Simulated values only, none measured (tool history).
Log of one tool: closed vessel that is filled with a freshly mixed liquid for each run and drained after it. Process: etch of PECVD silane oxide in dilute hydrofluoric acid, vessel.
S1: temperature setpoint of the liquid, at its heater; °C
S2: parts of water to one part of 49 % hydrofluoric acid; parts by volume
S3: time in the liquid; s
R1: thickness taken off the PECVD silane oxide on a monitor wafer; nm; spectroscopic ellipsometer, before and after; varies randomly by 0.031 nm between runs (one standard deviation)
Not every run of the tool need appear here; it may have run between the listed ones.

run  hour    S1   S2   S3      R1
  1   0.0  26.0  260  115  7.1040
  2   3.8  28.0  255  115  7.7859
  3   5.5  28.0  310  115  5.9992
  4  13.5  29.5  295  115  6.7248
  5  22.4  26.0  295  115  6.0310
  6  27.9  26.0  225  115  8.4839
  7  33.2  27.0  225  115  8.7741
  8  36.5  27.0  225  115  8.7919
  9  43.1  27.5  225  115  8.9067

Predict the results of run 10:
 10  50.5  28.0  225  115   ?

{"run 10": {"R1": 9.0353}}
